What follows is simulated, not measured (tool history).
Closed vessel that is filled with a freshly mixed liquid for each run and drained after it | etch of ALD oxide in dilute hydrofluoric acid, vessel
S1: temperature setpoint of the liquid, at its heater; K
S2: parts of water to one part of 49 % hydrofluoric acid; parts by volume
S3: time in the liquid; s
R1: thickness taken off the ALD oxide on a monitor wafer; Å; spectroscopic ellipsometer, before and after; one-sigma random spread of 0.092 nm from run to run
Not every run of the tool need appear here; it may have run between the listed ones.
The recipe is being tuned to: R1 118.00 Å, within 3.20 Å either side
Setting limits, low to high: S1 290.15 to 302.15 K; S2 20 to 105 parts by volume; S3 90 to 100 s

Run 1, hour 0.0: S1 294.15 K, S2 55 parts by volume, S3 90 s. Result: R1 202.64 Å.
Run 2, hour 7.0: S1 294.15 K, S2 40 parts by volume, S3 90 s. Result: R1 285.62 Å.
Run 3, hour 15.1: S1 294.15 K, S2 40 parts by volume, S3 100 s. Result: R1 312.86 Å.
Run 4, hour 20.4: S1 295.65 K, S2 40 parts by volume, S3 100 s. Result: R1 334.27 Å.
Run 5, hour 25.3: S1 295.65 K, S2 50 parts by volume, S3 100 s. Result: R1 264.57 Å.
Run 6, hour 27.6: S1 294.65 K, S2 55 parts by volume, S3 100 s. Result: R1 228.74 Å.
At hour 34.5: hydrofluoric acid flow meter replaced.
Run 7, hour 34.5: S1 293.65 K, S2 60 parts by volume, S3 100 s. Result: R1 180.29 Å.
Run 8, hour 37.8: S1 292.65 K, S2 60 parts by volume, S3 100 s. Result: R1 172.07 Å.
Run 9, hour 39.9: S1 292.65 K, S2 60 parts by volume, S3 100 s. Result: R1 170.30 Å.
Run 10, hour 48.2: S1 292.15 K, S2 60 parts by volume, S3 100 s. Result: R1 167.47 Å.
Run 11, hour 55.7: S1 290.15 K, S2 75 parts by volume, S3 100 s. Result: R1 122.01 Å.

Of the 5 settings listed for the next run, only one would bring every result within its allowed miss of target. Which one?
Run A, hour 63.2: S1 290.15 K, S2 70 parts by volume, S3 90 s. Result: R1 ?.
Run B, hour 63.2: S1 290.15 K, S2 65 parts by volume, S3 90 s. Result: R1 ?.
Run C, hour 63.2: S1 292.65 K, S2 75 parts by volume, S3 95 s. Result: R1 ?.
Run D, hour 63.2: S1 290.65 K, S2 70 parts by volume, S3 95 s. Result: R1 ?.
Run E, hour 63.2: S1 290.65 K, S2 75 parts by volume, S3 100 s. Result: R1 ?.

move      R1
   A  118.35
   B  128.16
   C  128.93
   D  127.64
   E  124.71
A: every result within its allowed miss
B: its largest miss is bigger than the last run's
C: its largest miss is bigger than the last run's
D: its largest miss is bigger than the last run's
E: its largest miss is bigger than the last run's
Move A is the one to make.

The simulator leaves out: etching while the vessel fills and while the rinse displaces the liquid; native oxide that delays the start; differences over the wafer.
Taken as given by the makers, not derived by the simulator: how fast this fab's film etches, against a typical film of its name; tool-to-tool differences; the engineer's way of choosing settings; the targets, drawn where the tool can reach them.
